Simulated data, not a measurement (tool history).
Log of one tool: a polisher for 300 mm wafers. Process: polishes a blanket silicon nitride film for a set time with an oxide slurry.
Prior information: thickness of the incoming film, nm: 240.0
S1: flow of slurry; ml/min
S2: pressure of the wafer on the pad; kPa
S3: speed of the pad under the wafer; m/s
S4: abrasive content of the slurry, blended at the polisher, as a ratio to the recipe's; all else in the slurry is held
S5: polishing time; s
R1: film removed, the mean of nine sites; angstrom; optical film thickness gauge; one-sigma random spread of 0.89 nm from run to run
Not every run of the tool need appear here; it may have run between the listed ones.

run	hour	S1	S2	S3	S4	S5	R1
1	0	220	32.4	1.42	1	43	480.16
2	7.5	255	32.4	1.42	1	43	494.96
3	9.5	255	35.9	1.42	1	43	529.35
4	14.2	255	40	1.42	1	43	590.65
5	16.7	255	42.7	1.44	1	43	648.29
6	21.6	255	44.1	1.44	1	43	665.24

Run 7 is up next; what results do you expect?
7	28.7	255	45.5	1.44	1	43	?

R1: 681.54 angstrom
